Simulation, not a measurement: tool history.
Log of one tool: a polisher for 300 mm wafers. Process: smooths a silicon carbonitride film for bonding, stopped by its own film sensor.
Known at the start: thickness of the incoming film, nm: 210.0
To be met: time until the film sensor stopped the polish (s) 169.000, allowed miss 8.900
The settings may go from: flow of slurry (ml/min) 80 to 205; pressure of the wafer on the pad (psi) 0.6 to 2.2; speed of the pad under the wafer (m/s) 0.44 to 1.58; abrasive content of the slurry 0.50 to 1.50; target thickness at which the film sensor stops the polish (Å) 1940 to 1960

| run | hour | flow of slurry (ml/min) | pressure of the wafer on the pad (psi) | speed of the pad under the wafer (m/s) | abrasive content of the slurry | target thickness at which the film sensor stops the polish (Å) | time until the film sensor stopped the polish (s) |
|---|---|---|---|---|---|---|---|
| 1 | 0.0 | 135 | 1.4 | 1.00 | 1.00 | 1940 | 104.410 |
| 2 | 8.5 | 110 | 1.4 | 1.00 | 1.00 | 1940 | 107.340 |
| 3 | 14.3 | 110 | 1.2 | 0.98 | 1.00 | 1940 | 125.500 |
| 4 | 20.1 | 110 | 1.4 | 0.98 | 1.00 | 1940 | 110.130 |
| 5 | 22.5 | 110 | 1.4 | 1.18 | 1.00 | 1940 | 95.276 |
| 6 | 27.1 | 140 | 1.4 | 1.18 | 1.00 | 1940 | 91.638 |
| 7 | 31.8 | 140 | 1.1 | 1.14 | 1.00 | 1940 | 117.340 |
| 8 | 35.1 | 140 | 1.1 | 1.14 | 1.00 | 1940 | 121.480 |
| 9 | 35.6 | 140 | 1.0 | 1.12 | 1.00 | 1940 | 131.150 |
| 10 | 42.0 | 140 | 1.0 | 1.12 | 1.00 | 1940 | 134.510 |
| 11 | 49.6 | 140 | 0.9 | 1.12 | 1.00 | 1940 | 144.550 |
| 12 | 52.4 | 140 | 0.8 | 1.12 | 1.00 | 1940 | 160.800 |
| 13 | 58.3 | 140 | 0.7 | 1.12 | 1.00 | 1940 | 182.160 |
| 14 | 63.1 | 145 | 0.7 | 1.12 | 1.00 | 1940 | 183.330 |
| 15 | 64.3 | 145 | 0.7 | 1.12 | 1.00 | 1940 | 176.850 |

4 next moves are on the table. One of them brings every result within its allowed miss. Which?
| A | 65.5 | 145 | 0.6 | 1.12 | 1.20 | 1940 | ? |
| B | 65.5 | 125 | 0.6 | 1.26 | 0.90 | 1950 | ? |
| C | 65.5 | 140 | 0.7 | 1.10 | 1.05 | 1950 | ? |
| D | 65.5 | 140 | 0.6 | 1.06 | 1.05 | 1950 | ? |

| move | time until the film sensor stopped the polish (s) |
|---|---|
| A | 186.260 |
| B | 184.830 |
| C | 165.160 |
| D | 194.220 |
A: further off than the last run
B: further off than the last run
C: meets every target
D: further off than the last run
Move C is the one to make.

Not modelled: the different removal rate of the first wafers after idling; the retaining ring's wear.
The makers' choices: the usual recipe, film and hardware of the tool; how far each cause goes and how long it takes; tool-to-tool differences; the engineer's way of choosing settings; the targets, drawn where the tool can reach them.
